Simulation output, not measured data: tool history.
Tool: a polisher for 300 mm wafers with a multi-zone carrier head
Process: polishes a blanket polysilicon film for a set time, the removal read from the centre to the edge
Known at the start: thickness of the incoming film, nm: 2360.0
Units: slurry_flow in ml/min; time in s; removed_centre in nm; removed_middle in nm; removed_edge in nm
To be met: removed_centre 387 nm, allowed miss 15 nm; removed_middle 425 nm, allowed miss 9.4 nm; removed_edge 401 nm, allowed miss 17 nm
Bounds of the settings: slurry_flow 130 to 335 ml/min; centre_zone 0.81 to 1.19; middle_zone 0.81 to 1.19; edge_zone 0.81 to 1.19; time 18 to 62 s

| run | hour | slurry_flow | centre_zone | middle_zone | edge_zone | time | removed_centre | removed_middle | removed_edge |
|---|---|---|---|---|---|---|---|---|---|
| 1 | 0 | 215 | 1 | 1 | 1 | 40 | 304.3 | 301.08 | 303.58 |
| 2 | 2.9 | 215 | 1.08 | 1 | 1 | 40 | 328.73 | 302.9 | 308.38 |
| 3 | 11.6 | 230 | 1.07 | 1.06 | 1.06 | 42 | 347.96 | 334.06 | 330.35 |
| 4 | 14.7 | 235 | 1.04 | 1.09 | 1.1 | 44 | 358.13 | 359.3 | 343.43 |
| 5 | 23.6 | 235 | 1.04 | 1 | 1.1 | 44 | 350.42 | 335.48 | 345.61 |
| 6 | 32.4 | 235 | 1.02 | 1.04 | 1.12 | 46 | 359.27 | 365.86 | 368.59 |
| 7 | 33.8 | 240 | 1.01 | 1.07 | 1.13 | 47 | 366.16 | 379.75 | 381.82 |
| 8 | 36.8 | 250 | 1.01 | 1.1 | 1.14 | 47 | 372.36 | 393.89 | 385.99 |
| 9 | 43.1 | 265 | 1.01 | 1.12 | 1.14 | 47 | 372.89 | 399.46 | 376.17 |
| 10 | 43.7 | 260 | 1.01 | 1.13 | 1.15 | 48 | 375.3 | 407.28 | 390.45 |
| 11 | 52.1 | 260 | 1.01 | 1.14 | 1.16 | 48 | 376.8 | 415.69 | 392.29 |
| 12 | 58.3 | 260 | 1.01 | 1.14 | 1.17 | 48 | 383.73 | 414.83 | 396.92 |

4 next moves are on the table. One of them brings every result within its allowed miss. Which?
| A | 64.5 | 300 | 0.95 | 1.05 | 1.16 | 49 | ? | ? | ? |
| B | 64.5 | 290 | 1.01 | 1.12 | 1.19 | 47 | ? | ? | ? |
| C | 64.5 | 175 | 1.01 | 1.14 | 1.11 | 52 | ? | ? | ? |
| D | 64.5 | 230 | 1.09 | 1.18 | 1.08 | 47 | ? | ? | ? |

| move | removed_centre | removed_middle | removed_edge |
|---|---|---|---|
| A | 371.86 | 400.69 | 406.29 |
| B | 378.17 | 404.63 | 393.57 |
| C | 389.04 | 425.89 | 400.04 |
| D | 396.88 | 412.28 | 366.89 |
A: further off than the last run
B: further off than the last run
C: meets every target
D: further off than the last run
Answer: C

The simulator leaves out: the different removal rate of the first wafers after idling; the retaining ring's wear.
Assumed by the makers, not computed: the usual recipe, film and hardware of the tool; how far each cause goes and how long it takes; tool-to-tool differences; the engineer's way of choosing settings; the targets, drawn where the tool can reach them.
